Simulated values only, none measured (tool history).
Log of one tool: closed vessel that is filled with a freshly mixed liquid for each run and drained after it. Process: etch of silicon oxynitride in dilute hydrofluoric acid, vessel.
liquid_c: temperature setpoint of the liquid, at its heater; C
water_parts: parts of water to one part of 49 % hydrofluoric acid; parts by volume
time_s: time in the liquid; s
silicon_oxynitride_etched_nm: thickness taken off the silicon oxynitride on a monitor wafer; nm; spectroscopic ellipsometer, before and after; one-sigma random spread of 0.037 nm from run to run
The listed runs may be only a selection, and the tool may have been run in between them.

Run 1, day 0: liquid_c 25 C, water_parts 240 parts by volume, time_s 170 s. Result: silicon_oxynitride_etched_nm 2.7898 nm.
Run 2, day 0.075: liquid_c 25 C, water_parts 240 parts by volume, time_s 170 s. Result: silicon_oxynitride_etched_nm 2.7985 nm.
Run 3, day 0.275: liquid_c 25 C, water_parts 175 parts by volume, time_s 170 s. Result: silicon_oxynitride_etched_nm 4.0048 nm.
Run 4, day 0.367: liquid_c 25 C, water_parts 245 parts by volume, time_s 170 s. Result: silicon_oxynitride_etched_nm 2.7404 nm.
Run 5, day 0.438: liquid_c 25 C, water_parts 245 parts by volume, time_s 170 s. Result: silicon_oxynitride_etched_nm 2.7237 nm.
Run 6, day 0.788: liquid_c 25 C, water_parts 320 parts by volume, time_s 170 s. Result: silicon_oxynitride_etched_nm 1.9811 nm.
Run 7, day 0.996: liquid_c 27 C, water_parts 285 parts by volume, time_s 170 s. Result: silicon_oxynitride_etched_nm 2.486 nm.
Run 8, day 1.025: liquid_c 28.5 C, water_parts 260 parts by volume, time_s 170 s. Result: silicon_oxynitride_etched_nm 2.9668 nm.
Run 9, day 1.396: liquid_c 29.5 C, water_parts 240 parts by volume, time_s 170 s. Result: silicon_oxynitride_etched_nm 3.3541 nm.
Run 10, day 1.508: liquid_c 30.5 C, water_parts 225 parts by volume, time_s 170 s. Result: silicon_oxynitride_etched_nm 3.8164 nm.
Run 11, day 1.621: liquid_c 31 C, water_parts 215 parts by volume, time_s 170 s. Result: silicon_oxynitride_etched_nm 4.1001 nm.
Run 12, day 1.95: liquid_c 31.5 C, water_parts 210 parts by volume, time_s 170 s. Result: silicon_oxynitride_etched_nm 4.325 nm.
Run 13, day 2.012: liquid_c 32 C, water_parts 205 parts by volume, time_s 170 s. Result: silicon_oxynitride_etched_nm 4.5721 nm.

For run 14, what comes out?
Run 14, day 2.125: liquid_c 32.5 C, water_parts 205 parts by volume, time_s 170 s. Result: silicon_oxynitride_etched_nm ?.

silicon_oxynitride_etched_nm: 4.656 nm
